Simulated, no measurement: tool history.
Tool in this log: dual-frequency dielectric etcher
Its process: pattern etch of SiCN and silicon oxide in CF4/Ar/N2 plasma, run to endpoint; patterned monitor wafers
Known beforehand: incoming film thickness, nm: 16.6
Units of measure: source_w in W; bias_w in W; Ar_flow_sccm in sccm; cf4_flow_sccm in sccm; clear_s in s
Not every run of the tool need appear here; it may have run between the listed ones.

run  hour  source_w  bias_w  Ar_flow_sccm  cf4_flow_sccm  clear_s
  1     0       380      85            79             81   19.964
  2   2.7       440      85            79             81   17.648
  3   9.5       440      85            79             86   17.646
  4  17.7       440      96            79             86   16.937
  5  23.8       450      96            79             86   16.615
  6  28.1       450      84            79             86   17.241

Estimate the outcome of run 7 from the log above:
  7  35.1       460      84            79             86        ?

Run 7 gave clear_s 17.112 s.

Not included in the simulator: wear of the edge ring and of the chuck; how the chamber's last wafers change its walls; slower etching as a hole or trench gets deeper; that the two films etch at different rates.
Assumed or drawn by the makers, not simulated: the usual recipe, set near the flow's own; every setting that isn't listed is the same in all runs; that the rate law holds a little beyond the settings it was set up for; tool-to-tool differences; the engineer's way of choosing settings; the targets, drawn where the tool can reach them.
